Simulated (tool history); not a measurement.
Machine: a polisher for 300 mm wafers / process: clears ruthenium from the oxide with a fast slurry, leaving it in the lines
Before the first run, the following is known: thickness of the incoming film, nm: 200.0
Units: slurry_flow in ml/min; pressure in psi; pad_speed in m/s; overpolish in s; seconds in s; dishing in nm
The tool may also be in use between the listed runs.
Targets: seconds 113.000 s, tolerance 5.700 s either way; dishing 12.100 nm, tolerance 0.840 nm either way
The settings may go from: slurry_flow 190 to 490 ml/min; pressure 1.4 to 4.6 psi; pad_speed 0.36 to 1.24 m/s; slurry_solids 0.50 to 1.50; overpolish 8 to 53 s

| run | hour | slurry_flow | pressure | pad_speed | slurry_solids | overpolish | seconds | dishing |
|---|---|---|---|---|---|---|---|---|
| 1 | 0.0 | 315 | 3.0 | 0.80 | 1.00 | 27 | 65.994 | 46.512 |
| 2 | 8.9 | 315 | 2.7 | 0.74 | 1.00 | 22 | 75.710 | 36.971 |
| 3 | 13.0 | 315 | 2.7 | 0.74 | 0.80 | 22 | 83.260 | 35.464 |
| 4 | 19.1 | 315 | 2.7 | 0.74 | 0.80 | 27 | 83.410 | 41.651 |
| 5 | 24.1 | 315 | 2.7 | 0.74 | 0.80 | 35 | 83.142 | 47.874 |
| 6 | 27.9 | 360 | 2.4 | 0.66 | 1.00 | 28 | 95.004 | 37.859 |
| 7 | 33.5 | 450 | 1.6 | 0.50 | 1.25 | 15 | 147.370 | 16.623 |
| 8 | 42.3 | 460 | 1.6 | 0.54 | 1.30 | 13 | 143.080 | 15.074 |

Which of these 5 next moves meets every target?
| A | 51.1 | 435 | 1.5 | 0.70 | 1.25 | 15 | ? | ? |
| B | 51.1 | 395 | 1.9 | 0.72 | 1.30 | 8 | ? | ? |
| C | 51.1 | 395 | 1.4 | 0.52 | 1.00 | 18 | ? | ? |
| D | 51.1 | 490 | 1.8 | 0.60 | 1.45 | 8 | ? | ? |
| E | 51.1 | 490 | 2.2 | 0.58 | 1.50 | 8 | ? | ? |

| move | seconds | dishing |
|---|---|---|
| A | 121.540 | 20.104 |
| B | 97.257 | 14.085 |
| C | 173.010 | 17.349 |
| D | 112.460 | 12.349 |
| E | 96.409 | 14.197 |
A: moves away from the targets compared with the last run
B: moves the result that the last run missed by most past its target, out the other side
C: moves away from the targets compared with the last run
D: hits every target within its allowed miss
E: moves the result that the last run missed by most past its target, out the other side
Correct choice: D, which meets every target
